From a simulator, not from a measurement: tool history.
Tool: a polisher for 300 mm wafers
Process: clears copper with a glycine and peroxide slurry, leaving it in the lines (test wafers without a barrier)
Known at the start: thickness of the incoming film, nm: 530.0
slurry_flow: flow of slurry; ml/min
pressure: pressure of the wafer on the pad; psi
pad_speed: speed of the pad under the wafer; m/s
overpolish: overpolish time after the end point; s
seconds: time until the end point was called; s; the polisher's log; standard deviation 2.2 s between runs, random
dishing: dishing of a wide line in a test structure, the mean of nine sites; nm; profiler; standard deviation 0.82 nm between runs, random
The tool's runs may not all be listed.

run  hour  slurry_flow  pressure  pad_speed  overpolish  seconds  dishing
  1   0.0          180       2.0       1.06          21   126.89   48.410
  2   2.8          180       2.0       1.06          15   128.81   38.245
  3   9.3          180       2.0       0.82          15   157.29   34.511
  4  17.9          180       2.0       1.08          15   128.23   37.529
  5  18.6          180       1.8       1.08          15   140.19   35.929
  6  20.0          180       1.7       1.06          17   146.29   36.992
  7  23.8          180       1.6       1.04          19   153.59   40.818

What does the tool deliver on the next run?
  8  29.0          180       1.5       1.04          20        ?        ?

Run 8 gave seconds 161.29 s, dishing 37.999 nm.
